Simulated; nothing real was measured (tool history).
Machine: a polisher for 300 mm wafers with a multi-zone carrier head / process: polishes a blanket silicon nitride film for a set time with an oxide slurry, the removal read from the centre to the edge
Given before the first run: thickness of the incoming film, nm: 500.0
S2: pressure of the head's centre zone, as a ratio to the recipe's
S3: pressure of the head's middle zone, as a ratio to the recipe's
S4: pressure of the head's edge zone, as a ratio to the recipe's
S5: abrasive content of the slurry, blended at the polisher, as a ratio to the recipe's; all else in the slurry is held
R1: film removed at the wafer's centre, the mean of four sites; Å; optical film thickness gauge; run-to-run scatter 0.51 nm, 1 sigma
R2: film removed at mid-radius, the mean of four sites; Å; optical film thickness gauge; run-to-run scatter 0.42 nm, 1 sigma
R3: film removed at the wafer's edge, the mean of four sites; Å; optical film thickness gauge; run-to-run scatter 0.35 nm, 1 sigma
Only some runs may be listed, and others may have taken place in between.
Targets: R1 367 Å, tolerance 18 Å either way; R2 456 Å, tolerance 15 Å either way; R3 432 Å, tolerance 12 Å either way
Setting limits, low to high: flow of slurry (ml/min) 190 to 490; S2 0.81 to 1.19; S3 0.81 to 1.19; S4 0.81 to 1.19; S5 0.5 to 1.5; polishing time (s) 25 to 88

run 1 hour=0 | flow_of_slurry_(ml/min)=315 S2=1 S3=1 S4=1 S5=1 polishing_time_(s)=56 | R1=643.64 R2=650.35 R3=662.95
run 2 hour=3.4 | flow_of_slurry_(ml/min)=310 S2=0.95 S3=1 S4=0.97 S5=0.85 polishing_time_(s)=54 | R1=567.33 R2=584.83 R3=592.75
run 3 hour=5.4 | flow_of_slurry_(ml/min)=245 S2=0.95 S3=1 S4=0.97 S5=0.85 polishing_time_(s)=54 | R1=519.25 R2=559.91 R3=577.08
run 4 hour=8.3 | flow_of_slurry_(ml/min)=200 S2=0.95 S3=1 S4=0.97 S5=0.85 polishing_time_(s)=54 | R1=511.02 R2=545.85 R3=568.85
run 5 hour=11.5 | flow_of_slurry_(ml/min)=205 S2=0.92 S3=1.02 S4=0.95 S5=0.75 polishing_time_(s)=53 | R1=455.18 R2=514.67 R3=520.37
-- hour=15.2 slurry nozzle cleaned
run 6 hour=15.2 | flow_of_slurry_(ml/min)=240 S2=0.92 S3=1.02 S4=0.95 S5=0.75 polishing_time_(s)=53 | R1=512.5 R2=559.41 R3=559.76
run 7 hour=17.4 | flow_of_slurry_(ml/min)=225 S2=0.89 S3=1.04 S4=0.95 S5=0.7 polishing_time_(s)=49 | R1=437.37 R2=503.52 R3=493.91
run 8 hour=23.6 | flow_of_slurry_(ml/min)=215 S2=0.87 S3=1.05 S4=0.94 S5=0.65 polishing_time_(s)=48 | R1=399.8 R2=489.58 R3=476.35
run 9 hour=28.9 | flow_of_slurry_(ml/min)=210 S2=0.86 S3=1.05 S4=0.92 S5=0.6 polishing_time_(s)=48 | R1=381.72 R2=469.67 R3=451.36
run 10 hour=33.7 | flow_of_slurry_(ml/min)=205 S2=0.86 S3=1.05 S4=0.91 S5=0.6 polishing_time_(s)=48 | R1=386.12 R2=465.1 R3=448.41

Exactly one of the 5 candidate moves below puts every result within its allowed miss. Which one?
run A hour=38.5 | flow_of_slurry_(ml/min)=205 S2=0.89 S3=1.19 S4=0.86 S5=0.5 polishing_time_(s)=48 | R1=? R2=? R3=?
run B hour=38.5 | flow_of_slurry_(ml/min)=190 S2=0.81 S3=1.09 S4=0.97 S5=0.55 polishing_time_(s)=47 | R1=? R2=? R3=?
run C hour=38.5 | flow_of_slurry_(ml/min)=190 S2=0.81 S3=1.15 S4=0.92 S5=0.6 polishing_time_(s)=44 | R1=? R2=? R3=?
run D hour=38.5 | flow_of_slurry_(ml/min)=230 S2=0.81 S3=1.19 S4=0.81 S5=0.55 polishing_time_(s)=46 | R1=? R2=? R3=?
run E hour=38.5 | flow_of_slurry_(ml/min)=275 S2=0.85 S3=1.06 S4=0.95 S5=0.6 polishing_time_(s)=44 | R1=? R2=? R3=?

move=A R1=374.48 R2=489.77 R3=404.95
move=B R1=341.27 R2=456.59 R3=427.03
move=C R1=331.29 R2=463.79 R3=406.02
move=D R1=346.55 R2=497.57 R3=400.92
move=E R1=370.12 R2=457.62 R3=428.95
A: takes the result that was furthest off past its target
B: puts the biggest miss on target and leaves a different result outside tolerance
C: takes the result that was furthest off past its target
D: takes the result that was furthest off past its target
E: all results land within tolerance of their targets
So the answer is move E, the one that meets all the targets.
